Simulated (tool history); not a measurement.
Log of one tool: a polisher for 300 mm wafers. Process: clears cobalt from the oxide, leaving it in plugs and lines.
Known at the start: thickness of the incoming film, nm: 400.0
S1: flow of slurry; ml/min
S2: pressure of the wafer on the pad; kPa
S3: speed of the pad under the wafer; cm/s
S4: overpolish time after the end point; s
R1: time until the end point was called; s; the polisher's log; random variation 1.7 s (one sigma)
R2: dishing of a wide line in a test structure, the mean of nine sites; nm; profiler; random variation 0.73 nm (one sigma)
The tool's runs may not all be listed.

| run | day | S1 | S2 | S3 | S4 | R1 | R2 |
|---|---|---|---|---|---|---|---|
| 1 | 0.000 | 280 | 13.8 | 96 | 28 | 91.407 | 65.625 |
| 2 | 0.342 | 280 | 13.8 | 96 | 16 | 92.945 | 48.629 |
| 3 | 0.621 | 340 | 13.8 | 96 | 16 | 89.803 | 48.930 |
| 4 | 0.804 | 335 | 11.7 | 96 | 19 | 108.520 | 48.934 |
| 5 | 1.121 | 335 | 10.3 | 96 | 21 | 120.010 | 48.542 |
| 6 | 1.442 | 335 | 11.7 | 96 | 21 | 104.700 | 52.775 |
| 7 | 1.800 | 320 | 10.3 | 96 | 22 | 118.410 | 50.345 |
| 8 | 1.854 | 320 | 9.7 | 96 | 23 | 126.340 | 49.729 |

Run 9 comes next. What will it give?
| 9 | 2.225 | 320 | 9.0 | 96 | 24 | ? | ? |

{"run 9": {"R1": 137.03, "R2": 48.976}}
